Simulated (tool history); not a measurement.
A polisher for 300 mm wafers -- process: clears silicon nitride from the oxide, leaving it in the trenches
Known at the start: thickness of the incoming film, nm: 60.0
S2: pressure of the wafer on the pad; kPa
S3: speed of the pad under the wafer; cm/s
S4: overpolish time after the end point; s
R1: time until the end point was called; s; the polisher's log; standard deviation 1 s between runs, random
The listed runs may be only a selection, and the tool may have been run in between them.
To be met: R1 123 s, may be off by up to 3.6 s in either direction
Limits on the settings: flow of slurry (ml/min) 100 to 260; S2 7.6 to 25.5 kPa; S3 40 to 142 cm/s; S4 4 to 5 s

{"run": 1, "hour": 0.0, "flow of slurry (ml/min)": 165, "S2": 16.5, "S3": 90, "S4": 5, "R1": 96.87}
{"run": 2, "hour": 6.1, "flow of slurry (ml/min)": 165, "S2": 18.6, "S3": 90, "S4": 5, "R1": 86.573}
{"run": 3, "hour": 13.1, "flow of slurry (ml/min)": 165, "S2": 22.1, "S3": 90, "S4": 5, "R1": 72.952}
{"run": 4, "hour": 21.0, "flow of slurry (ml/min)": 165, "S2": 22.1, "S3": 90, "S4": 5, "R1": 73.212}
{"hour": 25.2, "done": "slurry nozzle cleaned"}
{"run": 5, "hour": 25.2, "flow of slurry (ml/min)": 165, "S2": 22.1, "S3": 90, "S4": 4, "R1": 68.076}
{"run": 6, "hour": 29.6, "flow of slurry (ml/min)": 160, "S2": 19.3, "S3": 90, "S4": 4, "R1": 77.745}
{"run": 7, "hour": 32.2, "flow of slurry (ml/min)": 165, "S2": 17.2, "S3": 90, "S4": 4, "R1": 86.548}
{"run": 8, "hour": 38.1, "flow of slurry (ml/min)": 165, "S2": 15.2, "S3": 90, "S4": 4, "R1": 97.567}
{"run": 9, "hour": 41.9, "flow of slurry (ml/min)": 165, "S2": 13.8, "S3": 90, "S4": 4, "R1": 106.99}
{"run": 10, "hour": 45.2, "flow of slurry (ml/min)": 165, "S2": 13.1, "S3": 90, "S4": 4, "R1": 114.15}
{"run": 11, "hour": 47.4, "flow of slurry (ml/min)": 160, "S2": 13.1, "S3": 90, "S4": 4, "R1": 115.46}
{"run": 12, "hour": 50.0, "flow of slurry (ml/min)": 155, "S2": 13.1, "S3": 90, "S4": 4, "R1": 116.3}
{"run": 13, "hour": 58.4, "flow of slurry (ml/min)": 150, "S2": 13.1, "S3": 90, "S4": 4, "R1": 113.91}

Below are 4 possible settings for the next run. Only one of them brings all results inside the allowed miss of their targets. Which is it?
{"run": "A", "hour": 66.8, "flow of slurry (ml/min)": 145, "S2": 10.3, "S3": 114, "S4": 5, "R1": "?"}
{"run": "B", "hour": 66.8, "flow of slurry (ml/min)": 155, "S2": 13.8, "S3": 90, "S4": 5, "R1": "?"}
{"run": "C", "hour": 66.8, "flow of slurry (ml/min)": 140, "S2": 14.5, "S3": 64, "S4": 5, "R1": "?"}
{"run": "D", "hour": 66.8, "flow of slurry (ml/min)": 145, "S2": 12.4, "S3": 78, "S4": 5, "R1": "?"}

move=A R1=121.4
move=B R1=108.43
move=C R1=131.27
move=D R1=133.43
A: all results land within tolerance of their targets
B: its largest miss is bigger than the last run's
C: the result that was furthest off in the last run now lies on the other side of its target
D: the result that was furthest off in the last run now lies on the other side of its target
The move that meets every target is A.
